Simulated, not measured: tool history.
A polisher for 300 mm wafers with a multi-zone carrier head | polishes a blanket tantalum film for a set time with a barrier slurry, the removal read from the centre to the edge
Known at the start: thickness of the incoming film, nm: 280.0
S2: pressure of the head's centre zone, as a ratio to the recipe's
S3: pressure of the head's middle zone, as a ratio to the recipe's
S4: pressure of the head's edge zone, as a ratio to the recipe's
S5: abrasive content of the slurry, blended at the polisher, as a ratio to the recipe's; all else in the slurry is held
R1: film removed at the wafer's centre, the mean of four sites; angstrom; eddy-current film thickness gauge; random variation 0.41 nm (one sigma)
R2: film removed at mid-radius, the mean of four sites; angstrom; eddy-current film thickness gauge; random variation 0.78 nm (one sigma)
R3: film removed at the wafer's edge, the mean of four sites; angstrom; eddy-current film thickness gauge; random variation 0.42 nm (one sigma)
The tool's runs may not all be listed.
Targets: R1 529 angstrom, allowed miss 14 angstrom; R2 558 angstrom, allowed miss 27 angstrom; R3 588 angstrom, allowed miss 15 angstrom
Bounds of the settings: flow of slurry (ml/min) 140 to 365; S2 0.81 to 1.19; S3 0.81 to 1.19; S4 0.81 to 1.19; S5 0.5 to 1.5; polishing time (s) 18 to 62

run 1 hour=0 | flow_of_slurry_(ml/min)=235 S2=1 S3=1 S4=1 S5=1 polishing_time_(s)=40 | R1=1032.8 R2=1038.3 R3=1007.2
run 2 hour=1.5 | flow_of_slurry_(ml/min)=225 S2=0.95 S3=0.96 S4=0.97 S5=0.85 polishing_time_(s)=36 | R1=845.95 R2=886.32 R3=859.39
run 3 hour=2.8 | flow_of_slurry_(ml/min)=225 S2=0.95 S3=0.96 S4=0.97 S5=1 polishing_time_(s)=36 | R1=873.37 R2=897.68 R3=895.35
run 4 hour=11.6 | flow_of_slurry_(ml/min)=210 S2=0.92 S3=0.92 S4=0.96 S5=0.85 polishing_time_(s)=33 | R1=739.48 R2=734.21 R3=767.7
run 5 hour=15.3 | flow_of_slurry_(ml/min)=155 S2=0.92 S3=0.92 S4=0.96 S5=0.85 polishing_time_(s)=33 | R1=717.85 R2=730.52 R3=756.7
run 6 hour=21.5 | flow_of_slurry_(ml/min)=155 S2=0.89 S3=0.9 S4=0.94 S5=0.75 polishing_time_(s)=32 | R1=662.24 R2=673.85 R3=706.6
run 7 hour=29.1 | flow_of_slurry_(ml/min)=155 S2=0.87 S3=0.89 S4=0.93 S5=0.7 polishing_time_(s)=31 | R1=604.39 R2=635.2 R3=666.9
run 8 hour=31.6 | flow_of_slurry_(ml/min)=155 S2=0.84 S3=0.82 S4=0.83 S5=0.5 polishing_time_(s)=31 | R1=526.41 R2=517.33 R3=568.41

Which of these 4 next moves meets every target?
run A hour=34.1 | flow_of_slurry_(ml/min)=140 S2=0.83 S3=0.86 S4=0.86 S5=0.6 polishing_time_(s)=30 | R1=? R2=? R3=?
run B hour=34.1 | flow_of_slurry_(ml/min)=180 S2=0.85 S3=0.94 S4=0.81 S5=0.55 polishing_time_(s)=29 | R1=? R2=? R3=?
run C hour=34.1 | flow_of_slurry_(ml/min)=145 S2=0.87 S3=0.81 S4=0.84 S5=0.5 polishing_time_(s)=30 | R1=? R2=? R3=?
run D hour=34.1 | flow_of_slurry_(ml/min)=160 S2=0.83 S3=0.93 S4=0.81 S5=0.5 polishing_time_(s)=30 | R1=? R2=? R3=?

move=A R1=526.83 R2=553.07 R3=587.84
move=B R1=520.17 R2=573.68 R3=550.31
move=C R1=518.34 R2=497.17 R3=550.31
move=D R1=503.62 R2=562.9 R3=546.54
A: meets every target
B: brings the result that was furthest off to its target, and leaves another outside
C: further off than the last run
D: brings the result that was furthest off to its target, and leaves another outside
Move A is the one to make.
